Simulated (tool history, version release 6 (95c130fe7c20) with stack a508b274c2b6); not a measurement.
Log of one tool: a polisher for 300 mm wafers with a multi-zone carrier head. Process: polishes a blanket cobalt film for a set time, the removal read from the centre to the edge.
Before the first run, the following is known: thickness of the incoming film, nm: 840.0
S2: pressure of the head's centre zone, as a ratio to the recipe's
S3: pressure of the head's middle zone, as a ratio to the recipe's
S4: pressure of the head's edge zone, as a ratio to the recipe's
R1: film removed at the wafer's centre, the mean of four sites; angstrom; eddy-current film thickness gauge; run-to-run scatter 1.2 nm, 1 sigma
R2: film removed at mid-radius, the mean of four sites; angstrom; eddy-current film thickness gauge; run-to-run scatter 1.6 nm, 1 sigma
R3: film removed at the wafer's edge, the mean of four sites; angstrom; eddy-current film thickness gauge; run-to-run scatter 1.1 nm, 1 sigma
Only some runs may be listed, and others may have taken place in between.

Run 1, hour 0.0: flow of slurry (ml/min) 130, S2 1.00, S3 1.00, S4 1.00, polishing time (s) 60. Result: R1 2591.1 angstrom, R2 2455.9 angstrom, R3 2319.4 angstrom.
Run 2, hour 5.0: flow of slurry (ml/min) 125, S2 0.97, S3 1.01, S4 0.97, polishing time (s) 56. Result: R1 2342.0 angstrom, R2 2285.1 angstrom, R3 2132.1 angstrom.
Run 3, hour 7.6: flow of slurry (ml/min) 125, S2 1.02, S3 1.01, S4 0.97, polishing time (s) 56. Result: R1 2410.3 angstrom, R2 2256.5 angstrom, R3 2142.4 angstrom.
Run 4, hour 15.8: flow of slurry (ml/min) 125, S2 1.02, S3 1.01, S4 0.94, polishing time (s) 56. Result: R1 2415.2 angstrom, R2 2234.3 angstrom, R3 2083.3 angstrom.
Run 5, hour 23.7: flow of slurry (ml/min) 145, S2 1.02, S3 1.01, S4 0.94, polishing time (s) 56. Result: R1 2504.7 angstrom, R2 2322.0 angstrom, R3 2150.6 angstrom.
Run 6, hour 30.7: flow of slurry (ml/min) 135, S2 0.98, S3 1.03, S4 0.92, polishing time (s) 53. Result: R1 2279.9 angstrom, R2 2198.2 angstrom, R3 2002.9 angstrom.
Run 7, hour 34.0: flow of slurry (ml/min) 125, S2 0.95, S3 1.05, S4 0.91, polishing time (s) 50. Result: R1 2065.3 angstrom, R2 2083.6 angstrom, R3 1843.4 angstrom.
At hour 34.6: centre zone pressure recalibrated.
Run 8, hour 34.6: flow of slurry (ml/min) 120, S2 0.92, S3 1.06, S4 0.91, polishing time (s) 48. Result: R1 1804.5 angstrom, R2 1980.5 angstrom, R3 1779.2 angstrom.
Run 9, hour 36.3: flow of slurry (ml/min) 120, S2 0.92, S3 1.06, S4 0.91, polishing time (s) 48. Result: R1 1774.9 angstrom, R2 1974.7 angstrom, R3 1743.2 angstrom.
Run 10, hour 44.2: flow of slurry (ml/min) 115, S2 0.92, S3 1.07, S4 0.89, polishing time (s) 47. Result: R1 1747.5 angstrom, R2 1945.0 angstrom, R3 1688.4 angstrom.
Run 11, hour 47.6: flow of slurry (ml/min) 95, S2 0.84, S3 1.11, S4 0.81, polishing time (s) 40. Result: R1 1326.6 angstrom, R2 1666.4 angstrom, R3 1348.5 angstrom.

The next listed run, before its measurement:
Run 12, hour 54.2: flow of slurry (ml/min) 100, S2 0.84, S3 1.11, S4 0.81, polishing time (s) 40. Result: R1 ?, R2 ?, R3 ?.

R1: 1365.4 angstrom
R2: 1678.2 angstrom
R3: 1359.9 angstrom
